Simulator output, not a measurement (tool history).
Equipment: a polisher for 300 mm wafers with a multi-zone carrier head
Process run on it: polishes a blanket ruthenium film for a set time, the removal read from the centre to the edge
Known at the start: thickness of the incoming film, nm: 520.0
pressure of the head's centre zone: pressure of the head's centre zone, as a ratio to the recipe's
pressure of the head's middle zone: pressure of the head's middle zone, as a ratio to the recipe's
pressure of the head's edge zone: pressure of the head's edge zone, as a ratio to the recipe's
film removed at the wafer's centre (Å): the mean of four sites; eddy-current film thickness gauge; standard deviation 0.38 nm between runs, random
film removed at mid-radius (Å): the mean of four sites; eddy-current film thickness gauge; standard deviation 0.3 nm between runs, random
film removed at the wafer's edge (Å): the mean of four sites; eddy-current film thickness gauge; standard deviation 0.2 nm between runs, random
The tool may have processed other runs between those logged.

run	day	flow of slurry (ml/min)	pressure of the head's centre zone	pressure of the head's middle zone	pressure of the head's edge zone	polishing time (s)	film removed at the wafer's centre (Å)	film removed at mid-radius (Å)	film removed at the wafer's edge (Å)
1	0	180	1	1	1	32	258.97	279.75	279.56
2	0.179	180	1	1	1.04	32	248.2	281.16	280.99
3	0.238	200	1	1	1.04	32	255.45	285.34	282.96
4	0.475	200	1	1	1.04	27	220.73	247.45	237.19
5	0.621	195	1.02	0.95	1.06	28	225.49	241.94	247.15
6	0.754	195	1.02	0.95	0.99	28	228.39	240.27	241.46
7	1.054	185	1.04	0.92	1.01	29	235.92	242.27	251.56
8	1.321	170	1.07	0.89	1.04	29	237.11	231.74	249.65
9	1.579	165	1.08	0.87	1.07	30	251.42	234	263.25
10	1.825	165	1.08	0.86	1.08	30	248.04	235.75	263.69
11	2.033	160	1.09	0.85	1.1	30	247.29	229.25	261.93

Run 12, settings as shown, results not yet in. Your forecast:
12	2.246	160	1.09	0.84	1.12	30	?	?	?

Run 12 yielded film removed at the wafer's centre (Å) 253.47, film removed at mid-radius (Å) 229.85, film removed at the wafer's edge (Å) 268.12.

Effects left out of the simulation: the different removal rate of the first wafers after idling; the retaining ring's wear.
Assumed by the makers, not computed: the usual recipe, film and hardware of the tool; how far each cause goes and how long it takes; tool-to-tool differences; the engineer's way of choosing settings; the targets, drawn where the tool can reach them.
